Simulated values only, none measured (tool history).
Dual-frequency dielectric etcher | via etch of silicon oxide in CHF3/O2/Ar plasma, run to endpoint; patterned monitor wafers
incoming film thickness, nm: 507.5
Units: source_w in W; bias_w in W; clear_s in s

| run | day | source_w | bias_w | clear_s |
|---|---|---|---|---|
| 1 | 0 | 900 | 165 | 246.96 |
| 2 | 0.104 | 900 | 193 | 236.26 |
| 3 | 0.238 | 900 | 205 | 232.68 |
| 4 | 0.562 | 900 | 231 | 217.36 |
| 5 | 0.854 | 790 | 205 | 241.75 |
| 6 | 1.05 | 660 | 205 | 253.32 |

Forecast run 7:
| 7 | 1.367 | 630 | 182 | ? |

Run 7 gave clear_s 272.11 s.

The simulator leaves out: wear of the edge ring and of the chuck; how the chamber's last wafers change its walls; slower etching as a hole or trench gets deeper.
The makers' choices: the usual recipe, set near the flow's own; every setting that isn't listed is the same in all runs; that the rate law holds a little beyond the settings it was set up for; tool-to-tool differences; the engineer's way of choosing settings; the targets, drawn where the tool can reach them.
